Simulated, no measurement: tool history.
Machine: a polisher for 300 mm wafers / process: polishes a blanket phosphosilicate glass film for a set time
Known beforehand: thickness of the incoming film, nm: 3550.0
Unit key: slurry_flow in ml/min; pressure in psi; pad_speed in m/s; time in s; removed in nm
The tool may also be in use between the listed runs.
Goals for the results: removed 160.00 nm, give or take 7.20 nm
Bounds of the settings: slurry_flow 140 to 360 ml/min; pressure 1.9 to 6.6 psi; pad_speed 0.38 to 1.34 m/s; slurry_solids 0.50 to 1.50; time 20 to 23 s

Run 1, hour 0.0: slurry_flow 230 ml/min, pressure 4.2 psi, pad_speed 0.86 m/s, slurry_solids 1.00, time 23 s. Result: removed 207.42 nm.
Run 2, hour 3.4: slurry_flow 230 ml/min, pressure 4.1 psi, pad_speed 0.86 m/s, slurry_solids 1.00, time 23 s. Result: removed 204.11 nm.
Run 3, hour 5.3: slurry_flow 280 ml/min, pressure 4.1 psi, pad_speed 0.86 m/s, slurry_solids 1.00, time 23 s. Result: removed 212.95 nm.
Run 4, hour 13.8: slurry_flow 280 ml/min, pressure 4.1 psi, pad_speed 0.86 m/s, slurry_solids 1.20, time 23 s. Result: removed 231.03 nm.
Run 5, hour 16.5: slurry_flow 280 ml/min, pressure 3.9 psi, pad_speed 0.86 m/s, slurry_solids 1.20, time 23 s. Result: removed 215.89 nm.
Run 6, hour 24.3: slurry_flow 330 ml/min, pressure 3.9 psi, pad_speed 0.86 m/s, slurry_solids 1.20, time 23 s. Result: removed 223.28 nm.
Run 7, hour 29.6: slurry_flow 330 ml/min, pressure 3.8 psi, pad_speed 0.86 m/s, slurry_solids 1.20, time 23 s. Result: removed 216.27 nm.
Run 8, hour 35.4: slurry_flow 330 ml/min, pressure 3.7 psi, pad_speed 0.86 m/s, slurry_solids 1.20, time 23 s. Result: removed 213.38 nm.
Run 9, hour 38.4: slurry_flow 330 ml/min, pressure 3.6 psi, pad_speed 0.86 m/s, slurry_solids 1.20, time 23 s. Result: removed 203.80 nm.
Run 10, hour 46.0: slurry_flow 330 ml/min, pressure 3.5 psi, pad_speed 0.86 m/s, slurry_solids 1.20, time 23 s. Result: removed 199.71 nm.
Run 11, hour 50.2: slurry_flow 330 ml/min, pressure 3.5 psi, pad_speed 0.86 m/s, slurry_solids 1.20, time 23 s. Result: removed 200.97 nm.
Run 12, hour 55.3: slurry_flow 330 ml/min, pressure 2.4 psi, pad_speed 0.84 m/s, slurry_solids 1.20, time 23 s. Result: removed 136.47 nm.
Run 13, hour 60.6: slurry_flow 330 ml/min, pressure 2.5 psi, pad_speed 0.84 m/s, slurry_solids 1.20, time 23 s. Result: removed 144.13 nm.

Which of these 4 next moves meets every target?
Run A, hour 65.9: slurry_flow 360 ml/min, pressure 2.8 psi, pad_speed 0.92 m/s, slurry_solids 1.35, time 23 s. Result: removed ?.
Run B, hour 65.9: slurry_flow 360 ml/min, pressure 2.8 psi, pad_speed 0.82 m/s, slurry_solids 1.25, time 23 s. Result: removed ?.
Run C, hour 65.9: slurry_flow 315 ml/min, pressure 2.9 psi, pad_speed 0.94 m/s, slurry_solids 1.20, time 23 s. Result: removed ?.
Run D, hour 65.9: slurry_flow 340 ml/min, pressure 3.1 psi, pad_speed 0.86 m/s, slurry_solids 1.25, time 23 s. Result: removed ?.

move  removed
   A   174.06
   B   157.68
   C   171.34
   D   177.79
A: moves the result that the last run missed by most past its target, out the other side
B: all results land within tolerance of their targets
C: moves the result that the last run missed by most past its target, out the other side
D: moves the result that the last run missed by most past its target, out the other side
The right move is B.

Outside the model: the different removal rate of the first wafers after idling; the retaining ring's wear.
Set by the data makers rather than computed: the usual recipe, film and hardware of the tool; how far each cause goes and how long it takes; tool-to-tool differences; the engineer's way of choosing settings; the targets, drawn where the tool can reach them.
